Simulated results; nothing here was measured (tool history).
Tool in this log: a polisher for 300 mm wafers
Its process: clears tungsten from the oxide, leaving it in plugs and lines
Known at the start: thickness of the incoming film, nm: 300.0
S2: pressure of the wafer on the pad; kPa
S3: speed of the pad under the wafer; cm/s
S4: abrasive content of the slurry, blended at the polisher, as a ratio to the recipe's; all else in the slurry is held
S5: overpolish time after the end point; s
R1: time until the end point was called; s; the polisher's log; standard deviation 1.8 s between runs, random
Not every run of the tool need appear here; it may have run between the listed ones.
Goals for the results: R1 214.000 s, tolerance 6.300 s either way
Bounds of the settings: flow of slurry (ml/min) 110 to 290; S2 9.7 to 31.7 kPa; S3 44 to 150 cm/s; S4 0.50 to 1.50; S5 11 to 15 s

run 1 hour=0.0 | flow_of_slurry_(ml/min)=185 S2=20.7 S3=96 S4=1.00 S5=15 | R1=96.577
run 2 hour=2.1 | flow_of_slurry_(ml/min)=180 S2=18.6 S3=92 S4=1.00 S5=15 | R1=111.000
run 3 hour=10.6 | flow_of_slurry_(ml/min)=180 S2=23.4 S3=92 S4=1.00 S5=15 | R1=89.445
run 4 hour=16.3 | flow_of_slurry_(ml/min)=180 S2=23.4 S3=92 S4=0.90 S5=15 | R1=91.424
run 5 hour=21.0 | flow_of_slurry_(ml/min)=175 S2=21.4 S3=88 S4=0.90 S5=15 | R1=103.760
run 6 hour=27.5 | flow_of_slurry_(ml/min)=175 S2=19.3 S3=84 S4=0.90 S5=15 | R1=117.250
run 7 hour=31.5 | flow_of_slurry_(ml/min)=175 S2=17.9 S3=80 S4=0.90 S5=15 | R1=130.500
run 8 hour=32.1 | flow_of_slurry_(ml/min)=175 S2=16.5 S3=78 S4=0.90 S5=15 | R1=145.370
run 9 hour=40.3 | flow_of_slurry_(ml/min)=175 S2=15.2 S3=78 S4=0.90 S5=15 | R1=158.380
run 10 hour=42.6 | flow_of_slurry_(ml/min)=160 S2=9.7 S3=78 S4=0.90 S5=15 | R1=245.450

Of the 5 settings listed for the next run, only one would bring every result within its allowed miss of target. Which one?
run A hour=44.9 | flow_of_slurry_(ml/min)=110 S2=11.0 S3=54 S4=0.85 S5=15 | R1=?
run B hour=44.9 | flow_of_slurry_(ml/min)=155 S2=11.0 S3=70 S4=0.90 S5=13 | R1=?
run C hour=44.9 | flow_of_slurry_(ml/min)=110 S2=9.7 S3=66 S4=1.15 S5=11 | R1=?
run D hour=44.9 | flow_of_slurry_(ml/min)=175 S2=12.4 S3=56 S4=1.00 S5=11 | R1=?
run E hour=44.9 | flow_of_slurry_(ml/min)=190 S2=11.0 S3=88 S4=0.60 S5=15 | R1=?

move=A R1=300.410
move=B R1=233.280
move=C R1=278.400
move=D R1=228.130
move=E R1=216.370
A: misses by more than the last run did
B: closes in on the targets versus the last run, not all within tolerance yet
C: misses by more than the last run did
D: closes in on the targets versus the last run, not all within tolerance yet
E: in spec on every target
The right move is E.
